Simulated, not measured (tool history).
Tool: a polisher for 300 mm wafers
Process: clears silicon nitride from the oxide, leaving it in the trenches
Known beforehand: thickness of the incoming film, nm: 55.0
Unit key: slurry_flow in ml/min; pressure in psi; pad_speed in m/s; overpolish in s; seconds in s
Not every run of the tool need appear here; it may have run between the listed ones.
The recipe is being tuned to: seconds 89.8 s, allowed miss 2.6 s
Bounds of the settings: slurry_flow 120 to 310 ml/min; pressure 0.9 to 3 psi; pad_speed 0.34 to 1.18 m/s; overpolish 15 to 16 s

| run | hour | slurry_flow | pressure | pad_speed | overpolish | seconds |
|---|---|---|---|---|---|---|
| 1 | 0 | 200 | 1.9 | 0.76 | 15 | 147.3 |
| 2 | 8.7 | 160 | 1.9 | 0.76 | 15 | 153.25 |
| 3 | 16.3 | 195 | 1.9 | 0.76 | 15 | 146.78 |
| 4 | 24.8 | 195 | 2.1 | 0.76 | 15 | 135.69 |
| 5 | 33.5 | 240 | 2.1 | 0.76 | 15 | 130.49 |
|  | 39.5 | worn pad replaced by a new one |
| 6 | 39.5 | 245 | 2.2 | 0.76 | 15 | 111.96 |
| 7 | 46.7 | 255 | 2.2 | 0.76 | 15 | 111.7 |
| 8 | 54.2 | 260 | 2.7 | 0.76 | 15 | 93.21 |
| 9 | 56.4 | 265 | 2.7 | 0.76 | 15 | 92.13 |

Exercise: of the 4 proposed moves below, exactly one satisfies all targets within the stated allowed misses. Which move is it?
| A | 58.6 | 255 | 2.6 | 0.76 | 15 | ? |
| B | 58.6 | 260 | 2.8 | 0.7 | 16 | ? |
| C | 58.6 | 255 | 2.7 | 0.74 | 16 | ? |
| D | 58.6 | 235 | 2.4 | 0.88 | 15 | ? |

| move | seconds |
|---|---|
| A | 97.026 |
| B | 98.19 |
| C | 96.286 |
| D | 91.003 |
A: its largest miss is bigger than the last run's
B: its largest miss is bigger than the last run's
C: its largest miss is bigger than the last run's
D: every result within its allowed miss
The right move is D.

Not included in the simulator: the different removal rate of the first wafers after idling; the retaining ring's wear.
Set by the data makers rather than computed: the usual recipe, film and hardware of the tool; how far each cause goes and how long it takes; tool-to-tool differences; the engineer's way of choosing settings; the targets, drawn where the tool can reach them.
